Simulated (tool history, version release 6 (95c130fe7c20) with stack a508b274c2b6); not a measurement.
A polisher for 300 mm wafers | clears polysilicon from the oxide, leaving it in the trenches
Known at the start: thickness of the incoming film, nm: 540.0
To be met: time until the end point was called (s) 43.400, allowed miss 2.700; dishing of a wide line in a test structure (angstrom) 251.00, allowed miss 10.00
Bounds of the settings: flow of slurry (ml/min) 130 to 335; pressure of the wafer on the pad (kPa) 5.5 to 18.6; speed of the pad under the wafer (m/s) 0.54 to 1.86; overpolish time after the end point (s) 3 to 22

run	hour	flow of slurry (ml/min)	pressure of the wafer on the pad (kPa)	speed of the pad under the wafer (m/s)	overpolish time after the end point (s)	time until the end point was called (s)	dishing of a wide line in a test structure (angstrom)
1	0.0	215	11.7	1.18	11	57.718	304.21
2	2.2	215	11.7	1.46	11	47.441	304.64
3	3.6	215	11.0	1.58	9	48.002	305.12
4	12.1	215	11.0	1.32	9	54.138	302.13
5	20.1	180	11.0	1.32	9	55.667	293.24
6	21.5	180	11.0	1.32	12	56.332	310.46
7	30.5	165	13.1	1.14	9	59.773	304.03
8	38.4	215	11.0	1.36	7	55.868	286.06
9	45.1	250	10.3	1.52	6	49.192	270.63
10	50.3	265	10.3	1.54	5	50.493	260.72
11	59.0	320	12.4	1.60	3	42.550	225.09

Which of these 5 next moves meets every target?
A	67.7	335	12.4	1.58	3	?	?
B	67.7	305	11.0	1.70	4	?	?
C	67.7	335	13.1	1.60	3	?	?
D	67.7	335	15.2	1.32	3	?	?
E	67.7	320	11.7	1.58	3	?	?

move	time until the end point was called (s)	dishing of a wide line in a test structure (angstrom)
A	42.690	221.93
B	43.491	252.30
C	40.858	227.05
D	43.434	219.90
E	44.377	217.38
A: further off than the last run
B: meets every target
C: nearer than the last run, and not there yet
D: further off than the last run
E: further off than the last run
The right move is B.

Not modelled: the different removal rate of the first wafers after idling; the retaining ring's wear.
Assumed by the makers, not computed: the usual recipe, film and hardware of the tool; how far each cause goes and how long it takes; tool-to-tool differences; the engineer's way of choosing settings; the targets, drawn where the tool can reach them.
